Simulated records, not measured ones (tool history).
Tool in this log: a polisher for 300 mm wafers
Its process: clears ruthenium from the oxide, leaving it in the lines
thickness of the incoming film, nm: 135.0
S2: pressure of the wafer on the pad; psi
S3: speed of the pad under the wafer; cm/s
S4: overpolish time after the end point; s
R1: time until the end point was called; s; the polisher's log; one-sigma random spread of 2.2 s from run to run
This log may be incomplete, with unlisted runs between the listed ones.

Run 1, hour 0.0: flow of slurry (ml/min) 270, S2 2.1 psi, S3 118 cm/s, S4 45 s. Result: R1 104.92 s.
Run 2, hour 7.5: flow of slurry (ml/min) 270, S2 2.0 psi, S3 118 cm/s, S4 45 s. Result: R1 109.77 s.
Run 3, hour 12.1: flow of slurry (ml/min) 270, S2 1.9 psi, S3 118 cm/s, S4 45 s. Result: R1 114.52 s.
Run 4, hour 16.0: flow of slurry (ml/min) 270, S2 1.8 psi, S3 118 cm/s, S4 45 s. Result: R1 121.46 s.
Run 5, hour 21.1: flow of slurry (ml/min) 270, S2 1.7 psi, S3 118 cm/s, S4 45 s. Result: R1 128.13 s.
Run 6, hour 26.4: flow of slurry (ml/min) 270, S2 1.7 psi, S3 146 cm/s, S4 45 s. Result: R1 106.82 s.
Run 7, hour 29.8: flow of slurry (ml/min) 270, S2 1.6 psi, S3 144 cm/s, S4 45 s. Result: R1 114.13 s.

The next listed run, before its measurement:
Run 8, hour 31.6: flow of slurry (ml/min) 265, S2 1.0 psi, S3 130 cm/s, S4 45 s. Result: R1 ?.

Run 8 produced R1 192.76 s.
